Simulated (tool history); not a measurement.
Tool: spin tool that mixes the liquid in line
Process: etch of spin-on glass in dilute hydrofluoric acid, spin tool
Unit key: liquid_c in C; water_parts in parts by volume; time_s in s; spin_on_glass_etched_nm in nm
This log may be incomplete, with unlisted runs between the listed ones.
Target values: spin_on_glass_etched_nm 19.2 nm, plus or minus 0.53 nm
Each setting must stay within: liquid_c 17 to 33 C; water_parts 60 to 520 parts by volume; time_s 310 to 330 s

run 1 hour=0 | liquid_c=25 water_parts=290 time_s=310 | spin_on_glass_etched_nm=21.99
run 2 hour=6.6 | liquid_c=25 water_parts=365 time_s=310 | spin_on_glass_etched_nm=16.243
run 3 hour=14.7 | liquid_c=25 water_parts=365 time_s=330 | spin_on_glass_etched_nm=17.245
run 4 hour=17.8 | liquid_c=25.5 water_parts=365 time_s=330 | spin_on_glass_etched_nm=17.373
run 5 hour=19.3 | liquid_c=25.5 water_parts=410 time_s=330 | spin_on_glass_etched_nm=14.946
run 6 hour=27.7 | liquid_c=25.5 water_parts=310 time_s=330 | spin_on_glass_etched_nm=21.833
run 7 hour=34.6 | liquid_c=25 water_parts=310 time_s=330 | spin_on_glass_etched_nm=21.43
run 8 hour=35.9 | liquid_c=24.5 water_parts=310 time_s=330 | spin_on_glass_etched_nm=21.018
run 9 hour=39.6 | liquid_c=24 water_parts=310 time_s=330 | spin_on_glass_etched_nm=20.933
run 10 hour=42.9 | liquid_c=24 water_parts=310 time_s=330 | spin_on_glass_etched_nm=20.533
run 11 hour=49.9 | liquid_c=23 water_parts=310 time_s=330 | spin_on_glass_etched_nm=20.118

4 candidate next runs follow, results not yet known. Just one meets every target within its allowed miss. Identify it.
run A hour=56.9 | liquid_c=21.5 water_parts=280 time_s=330 | spin_on_glass_etched_nm=?
run B hour=56.9 | liquid_c=23.5 water_parts=300 time_s=330 | spin_on_glass_etched_nm=?
run C hour=56.9 | liquid_c=22 water_parts=285 time_s=330 | spin_on_glass_etched_nm=?
run D hour=56.9 | liquid_c=23.5 water_parts=315 time_s=315 | spin_on_glass_etched_nm=?

move=A spin_on_glass_etched_nm=21.447
move=B spin_on_glass_etched_nm=21.089
move=C spin_on_glass_etched_nm=21.353
move=D spin_on_glass_etched_nm=18.899
A: lands further from the targets than the last run did
B: lands further from the targets than the last run did
C: lands further from the targets than the last run did
D: in spec on every target
So the answer is move D, the one that meets all the targets.
